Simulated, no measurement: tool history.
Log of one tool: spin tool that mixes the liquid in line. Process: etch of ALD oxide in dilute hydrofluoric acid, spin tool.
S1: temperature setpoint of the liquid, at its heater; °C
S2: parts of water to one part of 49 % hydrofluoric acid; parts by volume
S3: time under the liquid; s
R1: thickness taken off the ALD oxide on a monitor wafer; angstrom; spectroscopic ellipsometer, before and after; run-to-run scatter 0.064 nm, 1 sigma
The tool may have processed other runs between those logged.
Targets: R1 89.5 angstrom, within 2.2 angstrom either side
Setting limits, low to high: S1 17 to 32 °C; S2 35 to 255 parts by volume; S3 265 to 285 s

run 1 hour=0 | S1=24 S2=145 S3=265 | R1=191.1
run 2 hour=8.1 | S1=22 S2=160 S3=265 | R1=157.4
run 3 hour=12.8 | S1=20.5 S2=175 S3=265 | R1=134.14
run 4 hour=13.6 | S1=20.5 S2=175 S3=285 | R1=143.96
run 5 hour=14.5 | S1=19.5 S2=185 S3=285 | R1=129.18
run 6 hour=20.7 | S1=19.5 S2=185 S3=265 | R1=119.55
run 7 hour=27.3 | S1=19 S2=195 S3=265 | R1=111.3
run 8 hour=31.3 | S1=18.5 S2=200 S3=265 | R1=106.88
run 9 hour=39.9 | S1=18 S2=205 S3=265 | R1=100.65
run 10 hour=43.3 | S1=17.5 S2=210 S3=265 | R1=95.868

Exactly one of the 5 candidate moves below puts every result within its allowed miss. Which one?
run A hour=46.7 | S1=17 S2=225 S3=275 | R1=?
run B hour=46.7 | S1=17 S2=215 S3=285 | R1=?
run C hour=46.7 | S1=20.5 S2=230 S3=280 | R1=?
run D hour=46.7 | S1=17 S2=210 S3=275 | R1=?
run E hour=46.7 | S1=17 S2=195 S3=265 | R1=?

move=A R1=90.233
move=B R1=98.745
move=C R1=102.38
move=D R1=97.991
move=E R1=103.09
A: each result inside its tolerance
B: the biggest miss grows against the last run
C: the biggest miss grows against the last run
D: the biggest miss grows against the last run
E: the biggest miss grows against the last run
Go with A: it meets all targets.

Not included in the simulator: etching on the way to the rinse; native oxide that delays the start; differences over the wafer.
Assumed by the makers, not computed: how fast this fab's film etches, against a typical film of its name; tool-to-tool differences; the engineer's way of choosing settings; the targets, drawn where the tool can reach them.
